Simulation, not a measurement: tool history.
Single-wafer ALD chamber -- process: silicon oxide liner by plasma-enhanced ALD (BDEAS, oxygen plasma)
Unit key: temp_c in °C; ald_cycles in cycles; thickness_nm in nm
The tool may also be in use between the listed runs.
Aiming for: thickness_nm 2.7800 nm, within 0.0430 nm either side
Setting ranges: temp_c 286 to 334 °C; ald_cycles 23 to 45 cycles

run 1 day=0.000 | temp_c=310 ald_cycles=34 | thickness_nm=3.0562
run 2 day=0.104 | temp_c=311 ald_cycles=33 | thickness_nm=2.9451
run 3 day=0.208 | temp_c=312 ald_cycles=33 | thickness_nm=2.9587
run 4 day=0.346 | temp_c=312 ald_cycles=30 | thickness_nm=2.6483
run 5 day=0.562 | temp_c=312 ald_cycles=26 | thickness_nm=2.3253
run 6 day=0.800 | temp_c=311 ald_cycles=27 | thickness_nm=2.4139
run 7 day=1.146 | temp_c=309 ald_cycles=28 | thickness_nm=2.5128
run 8 day=1.354 | temp_c=306 ald_cycles=29 | thickness_nm=2.5997

5 candidate next runs follow, results not yet known. Just one meets every target within its allowed miss. Identify it.
run A day=1.562 | temp_c=307 ald_cycles=30 | thickness_nm=?
run B day=1.562 | temp_c=304 ald_cycles=28 | thickness_nm=?
run C day=1.562 | temp_c=308 ald_cycles=33 | thickness_nm=?
run D day=1.562 | temp_c=310 ald_cycles=32 | thickness_nm=?
run E day=1.562 | temp_c=310 ald_cycles=31 | thickness_nm=?

move=A thickness_nm=2.6740
move=B thickness_nm=2.5070
move=C thickness_nm=2.9369
move=D thickness_nm=2.8393
move=E thickness_nm=2.7506
A: closes in on the targets versus the last run, not all within tolerance yet
B: moves away from the targets compared with the last run
C: takes the result that was furthest off past its target
D: takes the result that was furthest off past its target
E: every result within its allowed miss
Go with E: it meets all targets.
